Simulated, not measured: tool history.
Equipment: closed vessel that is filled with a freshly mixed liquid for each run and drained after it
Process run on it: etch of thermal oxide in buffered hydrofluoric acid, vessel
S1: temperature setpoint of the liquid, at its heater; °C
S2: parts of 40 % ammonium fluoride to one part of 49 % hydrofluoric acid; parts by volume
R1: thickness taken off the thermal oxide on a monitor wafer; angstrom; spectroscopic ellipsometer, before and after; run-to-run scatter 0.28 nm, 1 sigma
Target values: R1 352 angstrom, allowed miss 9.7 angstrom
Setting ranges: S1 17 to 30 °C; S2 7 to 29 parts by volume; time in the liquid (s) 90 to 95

{"run": 1, "hour": 0.0, "S1": 22, "S2": 18, "time in the liquid (s)": 90, "R1": 451.76}
{"run": 2, "hour": 2.0, "S1": 22, "S2": 14.5, "time in the liquid (s)": 90, "R1": 550.55}
{"run": 3, "hour": 8.8, "S1": 21, "S2": 15, "time in the liquid (s)": 90, "R1": 505.51}
{"run": 4, "hour": 10.6, "S1": 21, "S2": 15, "time in the liquid (s)": 95, "R1": 529.04}
{"run": 5, "hour": 16.0, "S1": 21, "S2": 15, "time in the liquid (s)": 95, "R1": 541.57}
{"run": 6, "hour": 21.6, "S1": 21, "S2": 18.5, "time in the liquid (s)": 95, "R1": 431.88}
{"run": 7, "hour": 23.5, "S1": 20.5, "S2": 18.5, "time in the liquid (s)": 95, "R1": 422.17}
{"run": 8, "hour": 24.9, "S1": 20, "S2": 18.5, "time in the liquid (s)": 95, "R1": 412.37}

4 next moves are on the table. One of them brings every result within its allowed miss. Which?
{"run": "A", "hour": 26.3, "S1": 20.5, "S2": 19.5, "time in the liquid (s)": 95, "R1": "?"}
{"run": "B", "hour": 26.3, "S1": 20.5, "S2": 17.5, "time in the liquid (s)": 95, "R1": "?"}
{"run": "C", "hour": 26.3, "S1": 19, "S2": 19.5, "time in the liquid (s)": 90, "R1": "?"}
{"run": "D", "hour": 26.3, "S1": 21, "S2": 26, "time in the liquid (s)": 90, "R1": "?"}

move=A R1=397.3
move=B R1=442.12
move=C R1=345.69
move=D R1=315
A: better than the last run, though not everything is in spec
B: the biggest miss grows against the last run
C: meets every target
D: takes the result that was furthest off past its target
The right move is C.
